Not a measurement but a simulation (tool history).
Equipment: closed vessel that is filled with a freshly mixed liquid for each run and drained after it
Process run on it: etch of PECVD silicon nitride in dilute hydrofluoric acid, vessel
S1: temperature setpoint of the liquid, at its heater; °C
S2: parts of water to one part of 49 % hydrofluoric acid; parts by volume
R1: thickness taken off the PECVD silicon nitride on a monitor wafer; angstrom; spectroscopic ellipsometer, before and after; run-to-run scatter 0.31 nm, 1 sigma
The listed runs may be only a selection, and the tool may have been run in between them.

Run 1, hour 0.0: S1 21.0 °C, S2 185 parts by volume, time in the liquid (s) 2800. Result: R1 251.31 angstrom.
Run 2, hour 2.7: S1 22.5 °C, S2 175 parts by volume, time in the liquid (s) 2800. Result: R1 290.82 angstrom.
Run 3, hour 5.3: S1 24.0 °C, S2 165 parts by volume, time in the liquid (s) 2800. Result: R1 339.24 angstrom.
Run 4, hour 10.2: S1 25.0 °C, S2 160 parts by volume, time in the liquid (s) 2800. Result: R1 373.11 angstrom.
Run 5, hour 19.8: S1 26.0 °C, S2 155 parts by volume, time in the liquid (s) 2800. Result: R1 406.28 angstrom.
Run 6, hour 27.2: S1 26.5 °C, S2 150 parts by volume, time in the liquid (s) 2800. Result: R1 436.30 angstrom.

What will run 7 give?
Run 7, hour 29.4: S1 27.0 °C, S2 150 parts by volume, time in the liquid (s) 2800. Result: R1 ?.

{"run 7": {"R1": 449.52}}
